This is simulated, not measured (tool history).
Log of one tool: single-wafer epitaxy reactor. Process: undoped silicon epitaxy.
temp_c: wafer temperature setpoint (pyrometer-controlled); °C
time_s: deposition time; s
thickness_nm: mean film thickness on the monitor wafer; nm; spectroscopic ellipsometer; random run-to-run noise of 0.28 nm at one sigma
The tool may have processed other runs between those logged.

| run | day | temp_c | time_s | thickness_nm |
|---|---|---|---|---|
| 1 | 0 | 670 | 309 | 80.386 |
| 2 | 0.092 | 670 | 350 | 91.251 |
| 3 | 0.212 | 670 | 379 | 98.535 |
| 4 | 0.275 | 670 | 355 | 92.669 |
| 5 | 0.425 | 671 | 355 | 95.018 |
| 6 | 0.558 | 681 | 355 | 119.62 |
| 7 | 0.888 | 680 | 355 | 116.94 |
| 8 | 1.05 | 672 | 355 | 96.949 |

The next listed run, before its measurement:
| 9 | 1.088 | 673 | 355 | ? |

Logged for run 9: thickness_nm 99.615 nm.
